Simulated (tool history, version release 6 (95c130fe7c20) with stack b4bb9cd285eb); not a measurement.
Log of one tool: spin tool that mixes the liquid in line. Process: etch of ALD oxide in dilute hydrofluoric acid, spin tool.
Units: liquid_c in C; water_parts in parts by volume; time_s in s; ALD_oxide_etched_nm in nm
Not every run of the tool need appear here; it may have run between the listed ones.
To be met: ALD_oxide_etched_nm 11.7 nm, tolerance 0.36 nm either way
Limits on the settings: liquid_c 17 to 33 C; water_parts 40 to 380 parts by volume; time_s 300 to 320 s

run  hour  liquid_c  water_parts  time_s  ALD_oxide_etched_nm
  1     0        25          210     300               16.195
  2   4.9        25          210     300               16.241
  3  13.7      22.5          215     300               14.066
  4  17.1      22.5          180     300               17.797
  5    24      22.5          180     300               17.825
  6  32.1      22.5          180     320               18.947
  7  39.3        21          195     320               16.175
  8  47.3        20          200     320               15.081

Exercise: of the 4 proposed moves below, exactly one satisfies all targets within the stated allowed misses. Which move is it?
  A  55.3      22.5          155     320                    ?
  B  55.3        21          185     315                    ?
  C  55.3      17.5          160     300                    ?
  D  55.3      20.5          240     300                    ?

move  ALD_oxide_etched_nm
   A               22.698
   B               17.115
   C               16.823
   D               11.677
A: moves away from the targets compared with the last run
B: moves away from the targets compared with the last run
C: moves away from the targets compared with the last run
D: each result inside its tolerance
D is the move that brings every result within its allowed miss.
